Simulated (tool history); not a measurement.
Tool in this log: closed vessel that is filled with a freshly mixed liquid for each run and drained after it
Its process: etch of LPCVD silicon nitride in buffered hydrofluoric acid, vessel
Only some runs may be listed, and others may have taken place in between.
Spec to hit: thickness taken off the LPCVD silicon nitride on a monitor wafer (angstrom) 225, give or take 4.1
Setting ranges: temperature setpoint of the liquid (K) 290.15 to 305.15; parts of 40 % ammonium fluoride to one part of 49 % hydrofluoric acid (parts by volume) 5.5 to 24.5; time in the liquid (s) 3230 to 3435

run	hour	temperature setpoint of the liquid (K)	parts of 40 % ammonium fluoride to one part of 49 % hydrofluoric acid (parts by volume)	time in the liquid (s)	thickness taken off the LPCVD silicon nitride on a monitor wafer (angstrom)
1	0	297.15	15	3230	275.99
2	4.3	297.15	17.5	3230	236.55
3	10	296.65	17.5	3230	231.19
4	18.5	299.15	17.5	3230	265.39
5	28.4	298.65	17.5	3230	257.15
6	34.9	302.15	17.5	3230	310.21
7	39.9	300.65	17.5	3230	284.98
8	42.7	299.65	17.5	3230	272.18
9	49.5	299.15	17.5	3230	263.42
10	57	298.65	17.5	3230	257.18
11	58.4	298.65	17.5	3230	256.1
12	64	295.65	17.5	3230	217.96

5 next moves are on the table. One of them brings every result within its allowed miss. Which?
A	69.6	295.15	17	3410	?
B	69.6	296.65	21	3390	?
C	69.6	294.65	17	3310	?
D	69.6	297.65	18.5	3305	?
E	69.6	293.65	15.5	3325	?

move	thickness taken off the LPCVD silicon nitride on a monitor wafer (angstrom)
A	230.58
B	205.11
C	217.69
D	235.88
E	226.53
A: takes the biggest miss from the last run beyond its target
B: the biggest miss grows against the last run
C: roughly where the last run was
D: takes the biggest miss from the last run beyond its target
E: in spec on every target
Answer: E
